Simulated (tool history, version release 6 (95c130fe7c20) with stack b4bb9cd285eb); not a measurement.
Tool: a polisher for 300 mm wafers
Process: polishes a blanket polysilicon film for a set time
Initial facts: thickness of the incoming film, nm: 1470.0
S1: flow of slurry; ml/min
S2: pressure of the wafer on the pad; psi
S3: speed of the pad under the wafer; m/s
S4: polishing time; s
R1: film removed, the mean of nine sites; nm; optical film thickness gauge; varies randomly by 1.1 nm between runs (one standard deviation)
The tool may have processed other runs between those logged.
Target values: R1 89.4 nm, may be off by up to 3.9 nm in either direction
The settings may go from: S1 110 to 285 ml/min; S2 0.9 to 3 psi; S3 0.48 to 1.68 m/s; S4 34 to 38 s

run	day	S1	S2	S3	S4	R1
1	0	180	1.9	1.08	38	215.47
2	0.138	215	1.9	1.08	38	223.04
3	0.238	215	1.9	0.86	38	183.47
4	0.55	215	2.3	0.86	38	218.91
5	0.912	215	2.3	1.12	38	277.23
6	1.133	215	2.3	1.36	38	338.59
7	1.346	215	2.3	1.36	38	328.24
8	1.675	205	1.7	1.06	36	191.2
9	1.7	205	1.4	0.9	35	130.03
10	2.033	205	1.2	0.86	35	107.13
11	2.35	205	1.1	0.86	35	97.704

Next run, 5 choices. One meets every target within its allowed miss, the rest don't. Which?
A	2.667	205	1	0.92	36	?
B	2.667	215	1.3	0.74	34	?
C	2.667	215	1.3	0.72	36	?
D	2.667	285	1.2	0.68	35	?
E	2.667	215	1	0.88	38	?

move	R1
A	98.627
B	98.889
C	102.21
D	89.927
E	100.52
A: misses by more than the last run did
B: misses by more than the last run did
C: misses by more than the last run did
D: each result inside its tolerance
E: misses by more than the last run did
The right move is D.
